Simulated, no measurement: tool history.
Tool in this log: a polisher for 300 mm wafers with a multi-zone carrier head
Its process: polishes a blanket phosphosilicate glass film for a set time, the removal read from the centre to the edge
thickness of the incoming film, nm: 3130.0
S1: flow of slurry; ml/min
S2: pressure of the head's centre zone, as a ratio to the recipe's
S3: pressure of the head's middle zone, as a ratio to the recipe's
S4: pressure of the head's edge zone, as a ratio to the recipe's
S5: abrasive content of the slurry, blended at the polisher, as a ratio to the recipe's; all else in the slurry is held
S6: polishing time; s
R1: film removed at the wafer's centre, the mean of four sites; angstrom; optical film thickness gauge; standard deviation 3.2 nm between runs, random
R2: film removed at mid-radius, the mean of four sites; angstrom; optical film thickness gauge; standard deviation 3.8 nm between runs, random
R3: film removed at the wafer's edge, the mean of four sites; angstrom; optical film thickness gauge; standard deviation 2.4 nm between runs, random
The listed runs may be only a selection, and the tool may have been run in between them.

run	day	S1	S2	S3	S4	S5	S6	R1	R2	R3
1	0	265	1	1	1	1	57	5169.9	5116.5	4935.6
2	0.092	265	1	1	1.03	1	57	5070.2	4989	5005.9
3	0.171	265	1	1	1.11	1	57	4985	5146.4	5138.8
4	0.383	265	1	1	1.11	1	66	5819.2	5847.9	5952.9
5	0.525	260	1	0.98	1.07	0.85	57	4763.8	4559.5	4825.1
6	0.575	265	1	1	1.03	0.75	49	3941.7	3840.4	3821.6
7	0.808	265	0.99	0.99	1	0.7	45	3543.6	3471.4	3400.2
8	1.138	250	0.93	0.89	0.9	0.5	39	2462.5	2402.3	2495.1
9	1.479	265	0.95	0.9	0.91	0.5	39	2543.6	2379.1	2501.1
10	1.771	265	0.96	0.92	0.92	0.5	39	2595	2562.6	2518.2
11	1.908	265	0.97	0.92	0.93	0.5	39	2620.6	2483.6	2552.3

What does the tool deliver on the next run?
12	1.975	265	0.98	0.93	0.94	0.5	39	?	?	?

{"run 12": {"R1": 2629.3, "R2": 2542.3, "R3": 2586.9}}

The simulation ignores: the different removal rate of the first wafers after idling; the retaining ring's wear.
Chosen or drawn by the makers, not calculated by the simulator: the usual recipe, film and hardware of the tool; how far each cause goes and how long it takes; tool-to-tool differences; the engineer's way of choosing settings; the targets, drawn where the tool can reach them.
